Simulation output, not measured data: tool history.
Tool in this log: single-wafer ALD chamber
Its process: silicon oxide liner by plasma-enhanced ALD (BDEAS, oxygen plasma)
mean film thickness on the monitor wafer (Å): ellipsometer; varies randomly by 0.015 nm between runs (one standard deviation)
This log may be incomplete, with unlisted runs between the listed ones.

run	hour	heater temperature setpoint (deg C)	number of ALD cycles (cycles)	mean film thickness on the monitor wafer (Å)
1	0	310	85	75.37
2	5.5	310	82	72.456
3	7.5	310	90	79.81
4	12	310	86	76.197
5	17.3	310	92	81.239
6	24	305	92	81.916
7	27.1	305	88	78.616
8	32.3	306	85	75.542
9	35.6	306	82	73.169
10	43.3	306	79	70.402
11	47.6	306	77	68.642
12	55	306	75	66.878

Expected results for the next run?
13	60.6	306	73	?

Run 13 measured mean film thickness on the monitor wafer (Å) 65.233.

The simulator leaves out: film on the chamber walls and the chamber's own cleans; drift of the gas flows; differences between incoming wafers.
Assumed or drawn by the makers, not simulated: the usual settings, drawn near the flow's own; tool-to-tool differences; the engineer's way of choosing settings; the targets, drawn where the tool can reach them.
